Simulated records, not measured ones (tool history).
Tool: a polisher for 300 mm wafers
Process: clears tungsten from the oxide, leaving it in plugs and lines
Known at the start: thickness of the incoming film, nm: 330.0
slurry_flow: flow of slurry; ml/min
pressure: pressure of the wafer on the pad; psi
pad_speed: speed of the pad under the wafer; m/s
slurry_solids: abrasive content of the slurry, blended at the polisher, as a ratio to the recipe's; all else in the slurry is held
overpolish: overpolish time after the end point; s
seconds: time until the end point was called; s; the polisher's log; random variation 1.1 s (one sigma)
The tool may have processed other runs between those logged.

Run 1, hour 0.0: slurry_flow 210 ml/min, pressure 3.1 psi, pad_speed 0.86 m/s, slurry_solids 1.0, overpolish 36 s. Result: seconds 108.050 s.
Run 2, hour 7.0: slurry_flow 210 ml/min, pressure 3.1 psi, pad_speed 0.78 m/s, slurry_solids 1.0, overpolish 36 s. Result: seconds 115.450 s.
Run 3, hour 11.0: slurry_flow 210 ml/min, pressure 3.1 psi, pad_speed 0.78 m/s, slurry_solids 0.8, overpolish 36 s. Result: seconds 117.050 s.
Run 4, hour 12.2: slurry_flow 175 ml/min, pressure 3.1 psi, pad_speed 0.78 m/s, slurry_solids 0.8, overpolish 36 s. Result: seconds 122.550 s.
Run 5, hour 20.5: slurry_flow 140 ml/min, pressure 3.1 psi, pad_speed 0.78 m/s, slurry_solids 0.8, overpolish 36 s. Result: seconds 127.990 s.
Run 6, hour 29.0: slurry_flow 150 ml/min, pressure 3.7 psi, pad_speed 0.80 m/s, slurry_solids 0.8, overpolish 36 s. Result: seconds 101.460 s.
Run 7, hour 31.3: slurry_flow 155 ml/min, pressure 4.1 psi, pad_speed 0.82 m/s, slurry_solids 0.8, overpolish 36 s. Result: seconds 90.424 s.

Run 8 comes next. What will it give?
Run 8, hour 32.6: slurry_flow 155 ml/min, pressure 4.1 psi, pad_speed 0.82 m/s, slurry_solids 0.8, overpolish 36 s. Result: seconds ?.

{"run 8": {"seconds": 92.954}}
